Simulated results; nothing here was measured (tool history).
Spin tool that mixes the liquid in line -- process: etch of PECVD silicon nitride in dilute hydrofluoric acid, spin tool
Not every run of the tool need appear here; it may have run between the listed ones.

| run | hour | temperature setpoint of the liquid (K) | parts of water to one part of 49 % hydrofluoric acid (parts by volume) | time under the liquid (s) | thickness taken off the PECVD silicon nitride on a monitor wafer (nm) |
|---|---|---|---|---|---|
| 1 | 0 | 297.15 | 250 | 90 | 1.4396 |
| 2 | 3.5 | 296.15 | 250 | 90 | 1.3053 |
| 3 | 5.2 | 296.15 | 250 | 90 | 1.3138 |
| 4 | 13.9 | 296.15 | 250 | 70 | 1.0518 |
| 5 | 19.4 | 296.15 | 250 | 90 | 1.3639 |
| 6 | 23.8 | 296.15 | 250 | 90 | 1.3305 |

Run 7 has not been measured yet. What should we expect?
| 7 | 31.7 | 295.65 | 250 | 90 | ? |

{"run 7": {"thickness taken off the PECVD silicon nitride on a monitor wafer (nm)": 1.3109}}

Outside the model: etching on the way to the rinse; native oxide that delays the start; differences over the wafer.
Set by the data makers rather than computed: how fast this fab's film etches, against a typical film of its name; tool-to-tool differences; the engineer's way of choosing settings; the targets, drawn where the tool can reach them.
